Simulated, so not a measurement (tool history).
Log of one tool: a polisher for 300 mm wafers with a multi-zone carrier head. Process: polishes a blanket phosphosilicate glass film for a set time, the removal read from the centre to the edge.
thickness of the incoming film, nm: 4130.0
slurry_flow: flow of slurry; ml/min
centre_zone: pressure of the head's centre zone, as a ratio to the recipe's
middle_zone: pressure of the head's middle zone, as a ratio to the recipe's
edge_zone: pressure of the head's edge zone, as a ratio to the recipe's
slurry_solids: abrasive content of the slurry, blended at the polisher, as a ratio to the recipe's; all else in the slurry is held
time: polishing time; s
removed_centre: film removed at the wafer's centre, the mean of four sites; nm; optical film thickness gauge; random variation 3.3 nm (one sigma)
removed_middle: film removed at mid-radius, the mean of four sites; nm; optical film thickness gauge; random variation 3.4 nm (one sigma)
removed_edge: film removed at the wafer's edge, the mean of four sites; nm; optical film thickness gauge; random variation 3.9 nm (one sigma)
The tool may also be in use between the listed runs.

run	hour	slurry_flow	centre_zone	middle_zone	edge_zone	slurry_solids	time	removed_centre	removed_middle	removed_edge
1	0.0	195	1.00	1.00	1.00	1.00	56	515.41	491.65	528.81
2	1.5	185	0.96	0.96	0.97	0.85	56	440.16	422.37	459.80
3	7.7	185	0.96	0.96	0.93	0.85	56	444.91	422.36	446.42
4	12.9	175	0.92	0.92	0.92	0.85	56	423.04	414.05	447.19
5	20.9	165	0.90	0.89	0.92	0.80	56	392.74	377.81	428.05
6	24.0	165	0.93	0.89	0.92	0.80	56	401.40	385.66	425.46
7	31.2	160	0.92	0.87	0.92	0.75	56	381.67	354.98	402.13
8	38.0	150	0.90	0.86	0.92	0.75	56	370.74	350.52	398.71
# hour 43.6: slurry nozzle cleaned
9	43.6	145	0.89	0.85	0.92	0.75	56	368.60	352.36	402.43
10	47.4	145	0.89	0.85	0.92	0.75	56	377.73	350.56	407.21

The next listed run, before its measurement:
11	51.3	145	0.87	0.84	0.91	0.75	56	?	?	?

{"run 11": {"removed_centre": 362.76, "removed_middle": 350.78, "removed_edge": 413.73}}
